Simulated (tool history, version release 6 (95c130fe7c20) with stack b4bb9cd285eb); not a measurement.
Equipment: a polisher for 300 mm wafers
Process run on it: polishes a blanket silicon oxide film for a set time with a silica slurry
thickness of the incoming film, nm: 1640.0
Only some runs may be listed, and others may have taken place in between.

run  hour  flow of slurry (ml/min)  pressure of the wafer on the pad (kPa)  speed of the pad under the wafer (m/s)  abrasive content of the slurry  polishing time (s)  film removed (nm)
  1   0.0                      225                                    37.9                                    1.30                             1.0                  76             334.46
  2   2.8                      225                                    37.9                                    1.04                             1.0                  76             278.93
  3  11.3                      225                                    32.4                                    1.04                             1.0                  76             251.91
  4  14.1                      225                                    32.4                                    1.30                             1.0                  76             300.05
  5  19.1                      225                                    32.4                                    1.42                             1.0                  76             324.44
  6  24.1                      225                                    32.4                                    1.42                             1.0                  76             319.22

What does the tool deliver on the next run?
  7  25.0                      230                                    35.2                                    1.42                             1.0                  76                  ?

Run 7 came out at film removed (nm) 339.37.

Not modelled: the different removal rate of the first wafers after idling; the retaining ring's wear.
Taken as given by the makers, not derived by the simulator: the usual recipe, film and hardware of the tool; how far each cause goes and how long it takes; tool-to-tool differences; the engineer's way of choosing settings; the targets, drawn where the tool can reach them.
